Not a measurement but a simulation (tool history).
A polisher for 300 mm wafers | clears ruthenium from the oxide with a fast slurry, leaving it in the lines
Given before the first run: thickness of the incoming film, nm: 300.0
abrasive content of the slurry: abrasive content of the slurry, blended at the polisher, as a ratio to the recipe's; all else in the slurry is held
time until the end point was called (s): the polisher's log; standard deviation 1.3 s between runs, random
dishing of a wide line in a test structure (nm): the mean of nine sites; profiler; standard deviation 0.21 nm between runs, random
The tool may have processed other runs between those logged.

run    day  flow of slurry (ml/min)  pressure of the wafer on the pad (kPa)  speed of the pad under the wafer (m/s)  abrasive content of the slurry  overpolish time after the end point (s)  time until the end point was called (s)  dishing of a wide line in a test structure (nm)
  1      0                      225                                    23.4                                    0.98                               1                                       17                                   52.285                                           35.472
  2  0.254                      225                                    22.1                                    0.96                               1                                       15                                   55.621                                           32.675
  3  0.471                      225                                    26.9                                    0.96                               1                                       15                                   46.126                                           35.533
  4  0.729                      225                                    26.9                                    0.96                               1                                       10                                   44.952                                            29.65
  5  0.796                      225                                    24.8                                    0.94                               1                                        9                                    50.12                                           26.929
  6  0.925                      225                                    22.8                                    0.94                               1                                        9                                   55.631                                           25.443
  7  1.296                      225                                    21.4                                    0.94                               1                                        9                                   60.731                                           24.827
  8  1.662                      225                                      20                                    0.94                               1                                        9                                   61.642                                           23.866

Run 9, settings as shown, results not yet in. Your forecast:
  9  1.729                      225                                    13.1                                    0.86                               1                                       11                                        ?                                                ?

{"run 9": {"time until the end point was called (s)": 99.343, "dishing of a wide line in a test structure (nm)": 19.879}}
